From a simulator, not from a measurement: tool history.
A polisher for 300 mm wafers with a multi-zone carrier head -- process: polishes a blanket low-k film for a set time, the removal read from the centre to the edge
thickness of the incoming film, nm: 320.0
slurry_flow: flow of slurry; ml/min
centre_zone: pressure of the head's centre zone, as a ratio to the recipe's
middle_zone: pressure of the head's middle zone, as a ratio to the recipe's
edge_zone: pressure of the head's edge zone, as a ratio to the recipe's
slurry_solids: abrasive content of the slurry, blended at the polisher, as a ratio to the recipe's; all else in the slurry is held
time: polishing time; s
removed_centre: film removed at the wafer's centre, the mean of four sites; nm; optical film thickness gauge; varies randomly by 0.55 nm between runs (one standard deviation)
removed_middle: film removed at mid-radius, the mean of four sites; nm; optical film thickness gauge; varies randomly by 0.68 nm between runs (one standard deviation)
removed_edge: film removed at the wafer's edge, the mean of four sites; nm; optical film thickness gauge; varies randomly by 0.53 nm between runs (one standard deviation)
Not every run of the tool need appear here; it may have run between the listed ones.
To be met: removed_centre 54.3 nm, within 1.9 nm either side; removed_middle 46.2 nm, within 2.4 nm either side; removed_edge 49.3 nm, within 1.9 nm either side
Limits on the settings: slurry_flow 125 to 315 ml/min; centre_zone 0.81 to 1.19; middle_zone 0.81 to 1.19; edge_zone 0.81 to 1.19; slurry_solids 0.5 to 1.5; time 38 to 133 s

| run | hour | slurry_flow | centre_zone | middle_zone | edge_zone | slurry_solids | time | removed_centre | removed_middle | removed_edge |
|---|---|---|---|---|---|---|---|---|---|---|
| 1 | 0 | 205 | 1 | 1 | 1 | 1 | 85 | 42.276 | 43.042 | 40.725 |
| 2 | 7.4 | 205 | 0.93 | 1 | 1 | 1 | 85 | 39.133 | 42.137 | 40.453 |
| 3 | 13.3 | 245 | 0.93 | 1 | 1 | 1 | 85 | 40.169 | 43.111 | 41.449 |
| 4 | 17.5 | 245 | 0.93 | 1.06 | 1 | 1 | 85 | 41.271 | 44.825 | 41.312 |
| 5 | 20.6 | 255 | 0.99 | 1.02 | 1.04 | 1.05 | 85 | 44.376 | 44.992 | 42.678 |
| 6 | 23.2 | 255 | 0.99 | 1.08 | 1.04 | 1.05 | 85 | 43.996 | 47.242 | 43.719 |
| 7 | 24.7 | 260 | 1.03 | 1.03 | 1.08 | 1.1 | 85 | 47.427 | 45.85 | 45.466 |
| 8 | 32.5 | 265 | 1.06 | 1.02 | 1.1 | 1.15 | 85 | 50.059 | 47.866 | 46.743 |

Exercise: of the 4 proposed moves below, exactly one satisfies all targets within the stated allowed misses. Which move is it?
| A | 40.3 | 255 | 1.13 | 0.9 | 1.06 | 1.2 | 79 | ? | ? | ? |
| B | 40.3 | 290 | 1.06 | 1 | 1.07 | 1.15 | 83 | ? | ? | ? |
| C | 40.3 | 270 | 1.09 | 0.91 | 1.13 | 1.2 | 87 | ? | ? | ? |
| D | 40.3 | 275 | 1.11 | 0.84 | 1.19 | 0.95 | 89 | ? | ? | ? |

| move | removed_centre | removed_middle | removed_edge |
|---|---|---|---|
| A | 50.393 | 41.896 | 43.126 |
| B | 49.427 | 47.12 | 45.017 |
| C | 53.911 | 46.803 | 49.253 |
| D | 49.722 | 40.113 | 45.813 |
A: further off than the last run
B: further off than the last run
C: all results land within tolerance of their targets
D: further off than the last run
The right move is C.

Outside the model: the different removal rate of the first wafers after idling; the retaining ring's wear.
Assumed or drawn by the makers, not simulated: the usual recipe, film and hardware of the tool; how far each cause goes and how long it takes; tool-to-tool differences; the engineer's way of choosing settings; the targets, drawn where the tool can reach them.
